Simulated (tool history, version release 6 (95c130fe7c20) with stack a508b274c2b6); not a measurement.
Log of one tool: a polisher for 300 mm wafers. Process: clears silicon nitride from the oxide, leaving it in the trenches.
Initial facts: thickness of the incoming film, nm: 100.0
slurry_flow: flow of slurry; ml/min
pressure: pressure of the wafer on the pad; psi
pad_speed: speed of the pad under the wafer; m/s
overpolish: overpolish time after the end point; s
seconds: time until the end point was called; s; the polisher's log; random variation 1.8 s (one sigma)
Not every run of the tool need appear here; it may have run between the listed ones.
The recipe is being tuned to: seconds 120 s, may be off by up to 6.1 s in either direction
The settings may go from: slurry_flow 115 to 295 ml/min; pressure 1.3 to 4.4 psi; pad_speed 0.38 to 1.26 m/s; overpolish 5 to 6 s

Run 1, day 0: slurry_flow 190 ml/min, pressure 2.8 psi, pad_speed 0.82 m/s, overpolish 6 s. Result: seconds 150.8 s.
Run 2, day 0.071: slurry_flow 170 ml/min, pressure 2.8 psi, pad_speed 0.82 m/s, overpolish 6 s. Result: seconds 155.81 s.
Run 3, day 0.3: slurry_flow 170 ml/min, pressure 2.8 psi, pad_speed 0.94 m/s, overpolish 6 s. Result: seconds 136.99 s.
Run 4, day 0.492: slurry_flow 155 ml/min, pressure 2.8 psi, pad_speed 0.94 m/s, overpolish 6 s. Result: seconds 142.01 s.
Run 5, day 0.575: slurry_flow 155 ml/min, pressure 2.2 psi, pad_speed 0.94 m/s, overpolish 6 s. Result: seconds 166.87 s.
Run 6, day 0.733: slurry_flow 155 ml/min, pressure 2.2 psi, pad_speed 0.84 m/s, overpolish 6 s. Result: seconds 191.14 s.
Run 7, day 1.012: slurry_flow 170 ml/min, pressure 2.5 psi, pad_speed 0.84 m/s, overpolish 6 s. Result: seconds 164.11 s.
Run 8, day 1.162: slurry_flow 170 ml/min, pressure 2.5 psi, pad_speed 0.84 m/s, overpolish 6 s. Result: seconds 171.31 s.
Run 9, day 1.242: slurry_flow 175 ml/min, pressure 2.7 psi, pad_speed 0.84 m/s, overpolish 6 s. Result: seconds 159.23 s.
Run 10, day 1.283: slurry_flow 180 ml/min, pressure 2.9 psi, pad_speed 0.84 m/s, overpolish 6 s. Result: seconds 148.18 s.
Run 11, day 1.538: slurry_flow 190 ml/min, pressure 3 psi, pad_speed 0.84 m/s, overpolish 6 s. Result: seconds 144.13 s.
Run 12, day 1.829: slurry_flow 190 ml/min, pressure 3.1 psi, pad_speed 0.84 m/s, overpolish 6 s. Result: seconds 138.3 s.
At day 2.196: slurry nozzle cleaned.
Run 13, day 2.196: slurry_flow 195 ml/min, pressure 3.2 psi, pad_speed 0.84 m/s, overpolish 6 s. Result: seconds 133.49 s.
Run 14, day 2.354: slurry_flow 195 ml/min, pressure 3.3 psi, pad_speed 0.84 m/s, overpolish 6 s. Result: seconds 127.92 s.

Exactly one of the 5 candidate moves below puts every result within its allowed miss. Which one?
Run A, day 2.512: slurry_flow 210 ml/min, pressure 3.1 psi, pad_speed 0.76 m/s, overpolish 6 s. Result: seconds ?.
Run B, day 2.512: slurry_flow 235 ml/min, pressure 3.4 psi, pad_speed 0.86 m/s, overpolish 6 s. Result: seconds ?.
Run C, day 2.512: slurry_flow 190 ml/min, pressure 3.1 psi, pad_speed 0.82 m/s, overpolish 6 s. Result: seconds ?.
Run D, day 2.512: slurry_flow 215 ml/min, pressure 3.2 psi, pad_speed 0.78 m/s, overpolish 5 s. Result: seconds ?.
Run E, day 2.512: slurry_flow 200 ml/min, pressure 3.6 psi, pad_speed 0.7 m/s, overpolish 5 s. Result: seconds ?.

move  seconds
   A   146.73
   B   121.65
   C   138.86
   D    139.7
   E   139.53
A: misses by more than the last run did
B: all results land within tolerance of their targets
C: misses by more than the last run did
D: misses by more than the last run did
E: misses by more than the last run did
Move B is the one to make.
